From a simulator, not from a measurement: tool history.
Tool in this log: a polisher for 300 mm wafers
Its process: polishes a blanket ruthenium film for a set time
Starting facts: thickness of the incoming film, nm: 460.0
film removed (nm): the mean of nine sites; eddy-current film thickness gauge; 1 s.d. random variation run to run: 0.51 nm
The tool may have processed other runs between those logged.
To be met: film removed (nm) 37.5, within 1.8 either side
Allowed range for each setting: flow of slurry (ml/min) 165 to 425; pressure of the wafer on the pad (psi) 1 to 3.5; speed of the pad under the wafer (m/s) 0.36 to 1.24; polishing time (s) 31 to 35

run,hour,flow of slurry (ml/min),pressure of the wafer on the pad (psi),speed of the pad under the wafer (m/s),polishing time (s),film removed (nm)
1,0,275,2.2,0.8,35,29.981
2,2.6,275,1.9,0.8,35,26.632
3,7.7,275,2.1,0.8,35,28.797
4,16.4,275,2.1,0.9,35,32.459
5,19.6,275,2.1,0.9,35,32.412
6,26.9,275,2.1,0.9,31,28.381
7,30.8,275,2.3,0.9,31,31.008
8,35.5,275,2.4,0.9,31,32.319
9,39.7,275,2.5,0.9,31,33.565
10,47.6,275,2.6,0.9,31,35.659

Which one of the following 4 next-run settings gets every result inside its allowed miss? There is exactly one.
A,55.5,165,3,0.86,32,?
B,55.5,265,2.7,0.78,33,?
C,55.5,220,2.3,1,31,?
D,55.5,360,2.1,0.94,33,?

move,film removed (nm)
A,38.051
B,34.026
C,34.161
D,32.774
A: hits every target within its allowed miss
B: the biggest miss grows against the last run
C: the biggest miss grows against the last run
D: the biggest miss grows against the last run
Answer: A
